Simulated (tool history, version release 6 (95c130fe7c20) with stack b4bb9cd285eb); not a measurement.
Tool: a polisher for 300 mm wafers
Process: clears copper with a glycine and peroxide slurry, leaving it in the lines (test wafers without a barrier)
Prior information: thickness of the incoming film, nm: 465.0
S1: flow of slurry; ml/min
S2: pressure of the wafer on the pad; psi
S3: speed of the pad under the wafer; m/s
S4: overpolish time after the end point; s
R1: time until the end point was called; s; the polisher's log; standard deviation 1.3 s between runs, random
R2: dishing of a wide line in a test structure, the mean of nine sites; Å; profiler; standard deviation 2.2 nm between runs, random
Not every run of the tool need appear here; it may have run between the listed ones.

run,day,S1,S2,S3,S4,R1,R2
1,0,220,2.2,0.96,19,98.392,568.29
2,0.35,220,2.2,0.96,13,98.886,418.06
3,0.6,220,2.2,0.96,17,100.72,531.69
4,0.95,220,2.2,0.96,25,100.29,732.18
5,1.046,220,2.3,0.96,26,97.513,746.06
6,1.371,220,2.5,0.96,26,89.444,810.75
7,1.517,220,2.5,0.96,27,91.211,792.45
8,1.579,220,2.5,0.98,28,91.364,825.07

Estimate the outcome of run 9 from the log above:
9,1.771,220,2.6,0.98,29,?,?

Logged for run 9: R1 85.775 s, R2 867.87 Å.
